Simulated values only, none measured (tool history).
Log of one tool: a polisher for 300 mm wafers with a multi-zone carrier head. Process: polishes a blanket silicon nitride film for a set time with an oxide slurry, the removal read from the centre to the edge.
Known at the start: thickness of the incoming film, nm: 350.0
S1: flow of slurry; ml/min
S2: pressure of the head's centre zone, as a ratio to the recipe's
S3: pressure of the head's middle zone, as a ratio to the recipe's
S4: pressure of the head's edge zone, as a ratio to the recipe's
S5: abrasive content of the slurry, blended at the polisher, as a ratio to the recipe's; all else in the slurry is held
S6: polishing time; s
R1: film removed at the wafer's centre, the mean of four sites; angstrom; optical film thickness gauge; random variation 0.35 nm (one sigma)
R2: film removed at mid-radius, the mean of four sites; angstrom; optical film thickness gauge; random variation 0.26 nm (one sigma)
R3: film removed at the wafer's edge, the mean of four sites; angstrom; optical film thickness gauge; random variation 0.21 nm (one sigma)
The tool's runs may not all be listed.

Run 1, hour 0: S1 190 ml/min, S2 1, S3 1, S4 1, S5 1, S6 47 s. Result: R1 383.56 angstrom, R2 370.97 angstrom, R3 379.97 angstrom.
Run 2, hour 0.5: S1 155 ml/min, S2 1, S3 1, S4 1, S5 1, S6 47 s. Result: R1 361.76 angstrom, R2 360.5 angstrom, R3 367.29 angstrom.
Run 3, hour 8.7: S1 155 ml/min, S2 1, S3 1, S4 1, S5 1, S6 36 s. Result: R1 278.15 angstrom, R2 275.64 angstrom, R3 285.57 angstrom.
Run 4, hour 13.2: S1 155 ml/min, S2 1, S3 1, S4 1, S5 1.1, S6 36 s. Result: R1 295.28 angstrom, R2 285.75 angstrom, R3 292.34 angstrom.
Run 5, hour 20.3: S1 155 ml/min, S2 1, S3 1.04, S4 1, S5 1.1, S6 36 s. Result: R1 293.8 angstrom, R2 296.75 angstrom, R3 291.71 angstrom.
Run 6, hour 29.2: S1 155 ml/min, S2 1, S3 1.04, S4 1.04, S5 1.1, S6 36 s. Result: R1 287.4 angstrom, R2 297.99 angstrom, R3 302.09 angstrom.
Run 7, hour 34: S1 150 ml/min, S2 0.99, S3 1.05, S4 1.02, S5 1.1, S6 36 s. Result: R1 275.76 angstrom, R2 297.16 angstrom, R3 292.39 angstrom.

Run 8 comes next. What will it give?
Run 8, hour 42.2: S1 145 ml/min, S2 0.99, S3 1.06, S4 1.01, S5 1.1, S6 36 s. Result: R1 ?, R2 ?, R3 ?.

{"run 8": {"R1": 285.75, "R2": 304.13, "R3": 292.82}}
